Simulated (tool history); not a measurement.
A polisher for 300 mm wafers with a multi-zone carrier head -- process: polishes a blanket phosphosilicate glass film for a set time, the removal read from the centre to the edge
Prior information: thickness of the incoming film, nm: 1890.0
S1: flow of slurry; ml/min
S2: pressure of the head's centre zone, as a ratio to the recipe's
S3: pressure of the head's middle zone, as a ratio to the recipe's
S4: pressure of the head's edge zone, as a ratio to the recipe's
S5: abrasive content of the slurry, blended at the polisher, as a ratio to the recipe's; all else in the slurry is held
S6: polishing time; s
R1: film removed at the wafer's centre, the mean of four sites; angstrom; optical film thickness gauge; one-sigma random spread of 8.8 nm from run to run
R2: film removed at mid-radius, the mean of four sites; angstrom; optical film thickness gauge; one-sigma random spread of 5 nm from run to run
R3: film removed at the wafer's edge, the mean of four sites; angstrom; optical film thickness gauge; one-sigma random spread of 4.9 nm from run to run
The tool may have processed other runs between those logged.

run	hour	S1	S2	S3	S4	S5	S6	R1	R2	R3
1	0	135	1	1	1	1	65	6821.2	6986.3	6858.6
2	2	160	1	1	1	1	65	7331.4	7173.5	7076.5
3	5.8	160	1	1	1	1	75	8419.3	8188.4	8099.4
4	12.4	160	1	1	1.08	1	75	8480.3	8185.2	8393.3
5	13.4	185	1	1	1.08	1	75	8965.3	8433	8666.2
6	17.3	175	0.99	0.99	1.07	1	75	8688.9	8277.7	8485.6
7	18.1	170	0.98	0.98	1.07	1	75	8558.5	8262.8	8408.8

For run 8, what comes out?
8	19.5	160	0.97	0.97	1.08	1	75	?	?	?

R1: 8035.1 angstrom
R2: 8100.2 angstrom
R3: 8429.6 angstrom

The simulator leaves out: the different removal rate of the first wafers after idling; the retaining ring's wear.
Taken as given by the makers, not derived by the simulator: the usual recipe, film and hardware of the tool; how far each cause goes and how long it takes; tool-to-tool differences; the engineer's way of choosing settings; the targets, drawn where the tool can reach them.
